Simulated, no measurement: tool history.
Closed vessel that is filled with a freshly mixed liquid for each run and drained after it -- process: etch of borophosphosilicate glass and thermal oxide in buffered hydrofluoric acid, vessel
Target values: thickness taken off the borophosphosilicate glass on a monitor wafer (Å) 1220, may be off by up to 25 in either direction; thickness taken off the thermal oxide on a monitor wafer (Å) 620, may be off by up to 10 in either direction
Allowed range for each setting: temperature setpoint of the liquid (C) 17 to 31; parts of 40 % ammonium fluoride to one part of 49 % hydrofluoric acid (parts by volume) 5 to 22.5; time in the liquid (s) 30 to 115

run,hour,temperature setpoint of the liquid (C),parts of 40 % ammonium fluoride to one part of 49 % hydrofluoric acid (parts by volume),time in the liquid (s),thickness taken off the borophosphosilicate glass on a monitor wafer (Å),thickness taken off the thermal oxide on a monitor wafer (Å)
1,0,23,13.5,60,873.93,442.23
2,5.6,25,13.5,60,967.91,491.81
3,8.2,25,16,60,812.33,420.75
4,16.7,23.5,16,60,752.21,389.7
5,25.6,26,15.5,60,889.24,457.68
6,31.4,27.5,15.5,60,965.44,492.45
7,32.9,28.5,15.5,60,1015.4,522.14
8,37.9,29.5,15.5,60,1065.5,552.28
9,45.2,30,15,60,1135.2,586.04
10,54.1,30,15,60,1147.4,580.13

Exercise: of the 5 proposed moves below, exactly one satisfies all targets within the stated allowed misses. Which move is it?
A,63,28,16.5,75,?,?
B,63,25,7,40,?,?
C,63,30,18,70,?,?
D,63,31,21.5,85,?,?
E,63,28,17,70,?,?

move,thickness taken off the borophosphosilicate glass on a monitor wafer (Å),thickness taken off the thermal oxide on a monitor wafer (Å)
A,1177.9,600.87
B,1222.1,618.99
C,1121,572.46
D,1263.3,645.7
E,1067.5,544.59
A: nearer the targets than the last run, but a result is still out of spec
B: all results land within tolerance of their targets
C: its largest miss is bigger than the last run's
D: takes the result that was furthest off past its target
E: its largest miss is bigger than the last run's
Answer: B
